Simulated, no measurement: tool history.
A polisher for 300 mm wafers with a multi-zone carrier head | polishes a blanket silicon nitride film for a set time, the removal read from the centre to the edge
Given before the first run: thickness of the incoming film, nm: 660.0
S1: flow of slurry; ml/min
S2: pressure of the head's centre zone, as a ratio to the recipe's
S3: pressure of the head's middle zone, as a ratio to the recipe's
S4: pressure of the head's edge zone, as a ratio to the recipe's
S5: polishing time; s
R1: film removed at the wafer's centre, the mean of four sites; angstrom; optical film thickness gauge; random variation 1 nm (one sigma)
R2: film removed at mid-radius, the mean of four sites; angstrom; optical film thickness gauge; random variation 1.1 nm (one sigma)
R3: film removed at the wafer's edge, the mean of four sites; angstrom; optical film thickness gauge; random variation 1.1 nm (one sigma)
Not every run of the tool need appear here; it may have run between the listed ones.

Run 1, hour 0: S1 145 ml/min, S2 1, S3 1, S4 1, S5 66 s. Result: R1 1076.1 angstrom, R2 971.49 angstrom, R3 1005.3 angstrom.
Run 2, hour 0.9: S1 145 ml/min, S2 1, S3 1, S4 1.03, S5 66 s. Result: R1 1097.7 angstrom, R2 968.6 angstrom, R3 1028.4 angstrom.
Run 3, hour 5.3: S1 145 ml/min, S2 1, S3 0.99, S4 1.01, S5 65 s. Result: R1 1066.1 angstrom, R2 951.91 angstrom, R3 1004.4 angstrom.
Run 4, hour 6.8: S1 145 ml/min, S2 1, S3 0.99, S4 1.01, S5 72 s. Result: R1 1164.4 angstrom, R2 1050 angstrom, R3 1133.5 angstrom.
At hour 13.3: centre zone pressure recalibrated.
Run 5, hour 13.3: S1 145 ml/min, S2 1, S3 0.99, S4 1.01, S5 80 s. Result: R1 1222.6 angstrom, R2 1187.2 angstrom, R3 1238.6 angstrom.
Run 6, hour 17.8: S1 145 ml/min, S2 1, S3 0.99, S4 1.01, S5 95 s. Result: R1 1465.1 angstrom, R2 1420.5 angstrom, R3 1473.1 angstrom.
Run 7, hour 18.6: S1 145 ml/min, S2 1, S3 0.99, S4 1.01, S5 95 s. Result: R1 1444 angstrom, R2 1399.5 angstrom, R3 1468.8 angstrom.

Run 8 comes next. What will it give?
Run 8, hour 23.1: S1 145 ml/min, S2 1, S3 0.99, S4 1, S5 90 s. Result: R1 ?, R2 ?, R3 ?.

R1: 1345.1 angstrom
R2: 1326.4 angstrom
R3: 1381 angstrom
